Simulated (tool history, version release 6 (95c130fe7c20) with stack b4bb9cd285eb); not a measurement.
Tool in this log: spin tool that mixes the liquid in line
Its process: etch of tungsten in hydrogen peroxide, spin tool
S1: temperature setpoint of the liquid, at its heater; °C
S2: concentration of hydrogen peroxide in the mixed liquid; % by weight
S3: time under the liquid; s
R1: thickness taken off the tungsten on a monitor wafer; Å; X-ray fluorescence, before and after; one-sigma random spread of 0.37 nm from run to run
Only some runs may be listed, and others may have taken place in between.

| run | hour | S1 | S2 | S3 | R1 |
|---|---|---|---|---|---|
| 1 | 0 | 46 | 18 | 15 | 189.3 |
| 2 | 1.9 | 46 | 18 | 15 | 190.5 |
| 3 | 7.8 | 49.5 | 18 | 15 | 233.43 |
| 4 | 10.6 | 53.5 | 18 | 15 | 298.75 |
| 5 | 19.6 | 49 | 18 | 15 | 229.44 |
| 6 | 25.5 | 49 | 20 | 15 | 238.82 |

The next listed run, before its measurement:
| 7 | 34.4 | 51.5 | 20 | 15 | ? |

Run 7 yielded R1 283.55 Å.

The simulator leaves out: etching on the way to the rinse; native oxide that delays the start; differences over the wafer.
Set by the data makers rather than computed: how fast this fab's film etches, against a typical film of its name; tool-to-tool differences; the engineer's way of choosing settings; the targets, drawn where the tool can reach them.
